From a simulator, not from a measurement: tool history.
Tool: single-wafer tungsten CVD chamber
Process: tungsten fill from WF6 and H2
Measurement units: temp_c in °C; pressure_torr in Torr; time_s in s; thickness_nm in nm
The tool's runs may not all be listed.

{"run": 1, "day": 0.0, "temp_c": 395, "pressure_torr": 52.5, "time_s": 21, "thickness_nm": 74.862}
{"run": 2, "day": 0.033, "temp_c": 389, "pressure_torr": 52.4, "time_s": 21, "thickness_nm": 65.923}
{"run": 3, "day": 0.158, "temp_c": 389, "pressure_torr": 52.4, "time_s": 21.7, "thickness_nm": 68.317}
{"run": 4, "day": 0.383, "temp_c": 389, "pressure_torr": 47.6, "time_s": 21.7, "thickness_nm": 64.912}
{"run": 5, "day": 0.738, "temp_c": 385, "pressure_torr": 47.6, "time_s": 21.7, "thickness_nm": 59.027}
{"run": 6, "day": 1.1, "temp_c": 385, "pressure_torr": 54.3, "time_s": 21.7, "thickness_nm": 63.177}

Run 7, settings as shown, results not yet in. Your forecast:
{"run": 7, "day": 1.208, "temp_c": 382, "pressure_torr": 54.3, "time_s": 21.7, "thickness_nm": "?"}

{"run 7": {"thickness_nm": 59.127}}
